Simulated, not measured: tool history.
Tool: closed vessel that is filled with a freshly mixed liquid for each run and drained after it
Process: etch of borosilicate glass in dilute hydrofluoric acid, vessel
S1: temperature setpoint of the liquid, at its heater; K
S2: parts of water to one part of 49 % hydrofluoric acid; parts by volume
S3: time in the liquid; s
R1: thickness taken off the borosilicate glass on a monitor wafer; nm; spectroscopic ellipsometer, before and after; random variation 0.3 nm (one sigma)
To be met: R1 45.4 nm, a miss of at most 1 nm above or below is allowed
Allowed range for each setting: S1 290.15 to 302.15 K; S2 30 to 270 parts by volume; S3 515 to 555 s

run  hour      S1   S2   S3      R1
  1     0  294.15  150  515  67.406
  2   2.5  294.15  150  555   74.04
  3   4.1  294.15  150  515  67.193
  4   5.8  292.65  160  515  58.637
  5  13.6  294.65  160  515  64.086
  6  18.9  294.65  110  515  98.115
  7  26.4  293.15  135  515   74.54
  8  30.3  292.15  150  515  63.006
  9  35.1  291.65  160  515  57.106

Below are 4 possible settings for the next run. Only one of them brings all results inside the allowed miss of their targets. Which is it?
  A  39.9  292.15  175  520   ?
  B  39.9  296.15  175  555   ?
  C  39.9  293.65  210  530   ?
  D  39.9  290.65  135  555   ?

move      R1
   A  52.326
   B  65.221
   C  45.518
   D  70.901
A: gains on the last run, yet a result remains outside its allowed miss
B: its largest miss is bigger than the last run's
C: in spec on every target
D: its largest miss is bigger than the last run's
C meets every target.
